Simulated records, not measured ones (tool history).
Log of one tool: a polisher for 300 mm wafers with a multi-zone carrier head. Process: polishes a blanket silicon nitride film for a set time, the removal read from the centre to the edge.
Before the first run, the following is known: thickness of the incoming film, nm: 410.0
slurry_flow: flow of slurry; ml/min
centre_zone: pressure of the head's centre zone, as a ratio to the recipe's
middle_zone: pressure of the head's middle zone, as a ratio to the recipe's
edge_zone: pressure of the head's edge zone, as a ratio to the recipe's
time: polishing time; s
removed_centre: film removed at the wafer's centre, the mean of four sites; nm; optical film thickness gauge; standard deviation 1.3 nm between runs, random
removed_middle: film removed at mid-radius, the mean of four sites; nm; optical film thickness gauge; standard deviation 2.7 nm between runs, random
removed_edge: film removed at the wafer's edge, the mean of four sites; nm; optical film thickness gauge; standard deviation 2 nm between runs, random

run 1 day=0 | slurry_flow=305 centre_zone=1 middle_zone=1 edge_zone=1 time=71 | removed_centre=155.86 removed_middle=156.87 removed_edge=150.97
run 2 day=0.183 | slurry_flow=305 centre_zone=0.99 middle_zone=1.02 edge_zone=1.03 time=75 | removed_centre=162.35 removed_middle=163.59 removed_edge=162.91
run 3 day=0.542 | slurry_flow=305 centre_zone=0.99 middle_zone=1.02 edge_zone=1.11 time=75 | removed_centre=161.47 removed_middle=165.03 removed_edge=170.87
run 4 day=0.612 | slurry_flow=360 centre_zone=0.99 middle_zone=1.02 edge_zone=1.11 time=75 | removed_centre=163.12 removed_middle=166.88 removed_edge=173.88
run 5 day=0.7 | slurry_flow=360 centre_zone=0.99 middle_zone=0.94 edge_zone=1.11 time=75 | removed_centre=164.54 removed_middle=157.75 removed_edge=170.57
run 6 day=0.942 | slurry_flow=365 centre_zone=0.98 middle_zone=0.98 edge_zone=1.1 time=78 | removed_centre=170.77 removed_middle=170.38 removed_edge=179.86
run 7 day=1.05 | slurry_flow=375 centre_zone=0.97 middle_zone=1.02 edge_zone=1.09 time=80 | removed_centre=171.97 removed_middle=183.53 removed_edge=180.71
run 8 day=1.333 | slurry_flow=375 centre_zone=0.97 middle_zone=1.04 edge_zone=1.1 time=82 | removed_centre=178.63 removed_middle=186.86 removed_edge=188.89
run 9 day=1.467 | slurry_flow=380 centre_zone=0.96 middle_zone=1.07 edge_zone=1.1 time=84 | removed_centre=180.74 removed_middle=199.91 removed_edge=193.64
run 10 day=1.833 | slurry_flow=385 centre_zone=0.96 middle_zone=1.09 edge_zone=1.11 time=85 | removed_centre=184.65 removed_middle=205.92 removed_edge=194.12
run 11 day=2.05 | slurry_flow=385 centre_zone=0.95 middle_zone=1.1 edge_zone=1.12 time=87 | removed_centre=184.23 removed_middle=209.39 removed_edge=201.95

What does the tool deliver on the next run?
run 12 day=2.25 | slurry_flow=410 centre_zone=0.95 middle_zone=1.19 edge_zone=1.13 time=95 | removed_centre=? removed_middle=? removed_edge=?

{"run 12": {"removed_centre": 205.54, "removed_middle": 249.61, "removed_edge": 219.25}}
